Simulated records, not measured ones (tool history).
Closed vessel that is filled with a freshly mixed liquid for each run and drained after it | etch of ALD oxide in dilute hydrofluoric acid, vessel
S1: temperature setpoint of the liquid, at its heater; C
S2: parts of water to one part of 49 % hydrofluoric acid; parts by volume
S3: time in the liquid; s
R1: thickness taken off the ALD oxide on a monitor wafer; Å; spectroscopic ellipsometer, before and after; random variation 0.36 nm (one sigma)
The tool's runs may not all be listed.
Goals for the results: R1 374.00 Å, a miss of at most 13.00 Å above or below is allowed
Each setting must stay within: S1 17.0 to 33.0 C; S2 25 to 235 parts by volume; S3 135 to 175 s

| run | hour | S1 | S2 | S3 | R1 |
|---|---|---|---|---|---|
| 1 | 0.0 | 25.0 | 130 | 175 | 293.66 |
| 2 | 3.4 | 26.5 | 130 | 175 | 312.11 |
| 3 | 8.1 | 28.0 | 130 | 175 | 325.48 |
| 4 | 9.1 | 29.0 | 130 | 175 | 343.32 |
| 5 | 13.0 | 27.5 | 130 | 175 | 322.86 |
| 6 | 17.3 | 27.5 | 130 | 135 | 247.41 |
| 7 | 21.8 | 29.0 | 120 | 135 | 289.04 |
| 8 | 27.9 | 33.0 | 105 | 135 | 383.46 |

Exercise: of the 4 proposed moves below, exactly one satisfies all targets within the stated allowed misses. Which move is it?
| A | 34.0 | 30.0 | 110 | 170 | ? |
| B | 34.0 | 31.0 | 115 | 165 | ? |
| C | 34.0 | 33.0 | 125 | 175 | ? |
| D | 34.0 | 31.0 | 115 | 155 | ? |

| move | R1 |
|---|---|
| A | 416.97 |
| B | 398.86 |
| C | 412.41 |
| D | 374.69 |
A: lands further from the targets than the last run did
B: lands further from the targets than the last run did
C: lands further from the targets than the last run did
D: in spec on every target
Go with D: it meets all targets.
